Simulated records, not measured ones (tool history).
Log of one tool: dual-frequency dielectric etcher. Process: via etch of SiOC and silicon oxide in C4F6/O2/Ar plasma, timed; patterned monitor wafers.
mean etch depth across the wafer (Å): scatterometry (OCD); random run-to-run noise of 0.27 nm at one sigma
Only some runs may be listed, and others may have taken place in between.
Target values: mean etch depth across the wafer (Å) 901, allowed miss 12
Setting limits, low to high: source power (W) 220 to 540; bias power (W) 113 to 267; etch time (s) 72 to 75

run	hour	source power (W)	bias power (W)	etch time (s)	mean etch depth across the wafer (Å)
1	0	380	190	72	747.91
2	2.4	400	193	72	755.19
3	5.1	420	202	72	774.06
4	8.1	440	212	72	795.05
5	12.8	450	220	72	807.79
6	14.9	390	220	72	771.81
7	16.1	410	227	72	795.99
8	17.3	430	232	72	807.96
9	22.6	430	232	72	810.18
10	26.1	450	236	72	823.26
11	32.2	460	240	72	828.51
12	39.6	470	245	72	843.24
13	46.5	540	249	72	887.38

Next run, 4 choices. One meets every target within its allowed miss, the rest don't. Which?
A	53.4	540	240	72	?
B	53.4	540	218	73	?
C	53.4	540	241	74	?
D	53.4	520	239	73	?

move	mean etch depth across the wafer (Å)
A	874.18
B	864.75
C	899.44
D	875.01
A: its largest miss is bigger than the last run's
B: its largest miss is bigger than the last run's
C: all results in spec
D: its largest miss is bigger than the last run's
Move C is the one to make.

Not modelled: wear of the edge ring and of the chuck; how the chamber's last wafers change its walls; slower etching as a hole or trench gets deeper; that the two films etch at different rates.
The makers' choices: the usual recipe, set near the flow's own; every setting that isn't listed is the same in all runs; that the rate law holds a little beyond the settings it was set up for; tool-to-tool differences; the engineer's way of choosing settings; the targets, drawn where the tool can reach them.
